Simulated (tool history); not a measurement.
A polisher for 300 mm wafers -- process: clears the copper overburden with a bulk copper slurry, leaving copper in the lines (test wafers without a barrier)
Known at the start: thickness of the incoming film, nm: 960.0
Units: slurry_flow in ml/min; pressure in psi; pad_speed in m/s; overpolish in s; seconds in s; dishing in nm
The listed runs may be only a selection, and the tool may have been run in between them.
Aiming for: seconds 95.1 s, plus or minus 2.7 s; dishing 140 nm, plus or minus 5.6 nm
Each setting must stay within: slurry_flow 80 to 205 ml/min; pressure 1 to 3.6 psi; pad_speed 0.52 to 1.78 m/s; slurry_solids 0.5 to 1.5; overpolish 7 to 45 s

run  hour  slurry_flow  pressure  pad_speed  slurry_solids  overpolish  seconds  dishing
  1     0          135       2.3       1.14              1          23   131.39   87.882
  2   5.4          140       2.5       1.14              1          26   119.96   102.75
  3  11.3          140       2.5       1.14           1.15          26   118.28   104.86
  4  15.3          145       2.7       1.14           1.15          27   106.46   114.86
  5  22.9          145       2.7       1.38           1.15          27   90.532   120.99
  6  30.8          145       2.7       1.38           1.05          27    91.56   120.95
  7  36.6          145       2.7       1.36           1.05          29   91.649    122.4
  8  38.6          140       2.7       1.34            1.1          31   92.999   124.71
  9  46.2          145       2.7       1.32            1.1          33   93.059   124.83
 10  52.8          140       2.7        1.3           1.15          37    94.99   129.15

Which one of the following 4 next-run settings gets every result inside its allowed miss? There is exactly one.
  A  59.4          170       2.8       1.12            1.1          45        ?        ?
  B  59.4          130       2.8       1.16           1.15          45        ?        ?
  C  59.4          130       3.4       1.02           1.25          36        ?        ?
  D  59.4          140       2.8       1.16           1.15          45        ?        ?

move  seconds  dishing
   A   102.71   139.51
   B   103.41   139.25
   C   95.121   139.58
   D   101.82   139.83
A: corrects the largest miss of the last run, while another result sits out of spec
B: corrects the largest miss of the last run, while another result sits out of spec
C: all results in spec
D: corrects the largest miss of the last run, while another result sits out of spec
The right move is C.

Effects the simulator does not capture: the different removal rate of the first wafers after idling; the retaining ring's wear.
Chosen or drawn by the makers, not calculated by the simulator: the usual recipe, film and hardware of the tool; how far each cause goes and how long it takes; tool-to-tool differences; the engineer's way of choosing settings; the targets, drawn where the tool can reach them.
